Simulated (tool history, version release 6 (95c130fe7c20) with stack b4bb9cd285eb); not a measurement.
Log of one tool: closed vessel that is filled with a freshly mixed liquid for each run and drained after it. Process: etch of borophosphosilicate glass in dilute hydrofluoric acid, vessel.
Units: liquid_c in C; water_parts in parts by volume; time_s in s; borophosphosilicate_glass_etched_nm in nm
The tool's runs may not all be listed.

run	hour	liquid_c	water_parts	time_s	borophosphosilicate_glass_etched_nm
1	0.0	23.0	215	515	76.353
2	1.8	23.0	215	545	80.712
3	9.4	21.5	215	545	75.851
4	12.6	21.5	215	515	72.641
5	15.3	21.5	180	515	87.776
6	17.0	20.0	205	515	71.076
7	24.5	19.0	220	515	64.261
8	29.8	18.5	235	515	57.998

The next listed run, before its measurement:
9	32.7	18.0	245	515	?

{"run 9": {"borophosphosilicate_glass_etched_nm": 53.582}}
